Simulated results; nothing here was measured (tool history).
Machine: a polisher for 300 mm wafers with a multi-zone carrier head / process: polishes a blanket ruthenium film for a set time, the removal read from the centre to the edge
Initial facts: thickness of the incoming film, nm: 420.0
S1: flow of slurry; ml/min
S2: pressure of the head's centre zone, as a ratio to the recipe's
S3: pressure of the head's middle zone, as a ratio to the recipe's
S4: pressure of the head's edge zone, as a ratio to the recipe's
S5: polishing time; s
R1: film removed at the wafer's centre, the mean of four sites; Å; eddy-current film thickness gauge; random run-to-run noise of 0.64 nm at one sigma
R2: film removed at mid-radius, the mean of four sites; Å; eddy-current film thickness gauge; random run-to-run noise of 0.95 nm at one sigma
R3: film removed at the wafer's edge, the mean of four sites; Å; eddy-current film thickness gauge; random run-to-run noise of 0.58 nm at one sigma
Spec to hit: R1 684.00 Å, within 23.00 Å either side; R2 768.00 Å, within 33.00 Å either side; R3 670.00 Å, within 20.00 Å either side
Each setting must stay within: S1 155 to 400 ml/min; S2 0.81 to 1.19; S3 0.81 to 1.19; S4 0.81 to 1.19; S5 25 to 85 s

{"run": 1, "hour": 0.0, "S1": 255, "S2": 1.0, "S3": 1.0, "S4": 1.0, "S5": 55, "R1": 504.07, "R2": 507.07, "R3": 523.73}
{"run": 2, "hour": 3.1, "S1": 265, "S2": 1.01, "S3": 1.03, "S4": 1.0, "S5": 57, "R1": 529.44, "R2": 533.44, "R3": 538.17}
{"run": 3, "hour": 4.4, "S1": 265, "S2": 1.01, "S3": 1.03, "S4": 1.0, "S5": 69, "R1": 643.29, "R2": 650.77, "R3": 655.11}
{"run": 4, "hour": 5.7, "S1": 270, "S2": 1.01, "S3": 1.06, "S4": 1.0, "S5": 69, "R1": 643.36, "R2": 659.33, "R3": 657.94}
{"run": 5, "hour": 14.4, "S1": 275, "S2": 1.01, "S3": 1.08, "S4": 0.98, "S5": 70, "R1": 645.33, "R2": 689.64, "R3": 662.53}
{"run": 6, "hour": 19.7, "S1": 280, "S2": 1.02, "S3": 1.1, "S4": 0.98, "S5": 70, "R1": 662.76, "R2": 700.3, "R3": 672.41}
{"run": 7, "hour": 23.7, "S1": 285, "S2": 1.02, "S3": 1.11, "S4": 0.97, "S5": 70, "R1": 653.52, "R2": 706.32, "R3": 666.14}
{"run": 8, "hour": 28.3, "S1": 290, "S2": 1.03, "S3": 1.12, "S4": 0.96, "S5": 70, "R1": 669.33, "R2": 729.39, "R3": 662.09}
{"run": 9, "hour": 34.6, "S1": 295, "S2": 1.03, "S3": 1.13, "S4": 0.96, "S5": 70, "R1": 671.53, "R2": 718.97, "R3": 657.44}

4 next moves are on the table. One of them brings every result within its allowed miss. Which?
{"run": "A", "hour": 40.9, "S1": 335, "S2": 1.12, "S3": 1.16, "S4": 0.89, "S5": 72, "R1": "?", "R2": "?", "R3": "?"}
{"run": "B", "hour": 40.9, "S1": 335, "S2": 1.01, "S3": 1.17, "S4": 0.91, "S5": 71, "R1": "?", "R2": "?", "R3": "?"}
{"run": "C", "hour": 40.9, "S1": 305, "S2": 1.01, "S3": 1.03, "S4": 1.02, "S5": 73, "R1": "?", "R2": "?", "R3": "?"}
{"run": "D", "hour": 40.9, "S1": 335, "S2": 1.09, "S3": 0.97, "S4": 1.03, "S5": 73, "R1": "?", "R2": "?", "R3": "?"}

move=A R1=752.53 R2=762.90 R3=665.59
move=B R1=671.21 R2=758.31 R3=661.45
move=C R1=682.57 R2=692.65 R3=705.83
move=D R1=742.11 R2=664.18 R3=714.02
A: corrects the largest miss of the last run, while another result sits out of spec
B: all results in spec
C: the biggest miss grows against the last run
D: the biggest miss grows against the last run
B meets every target.
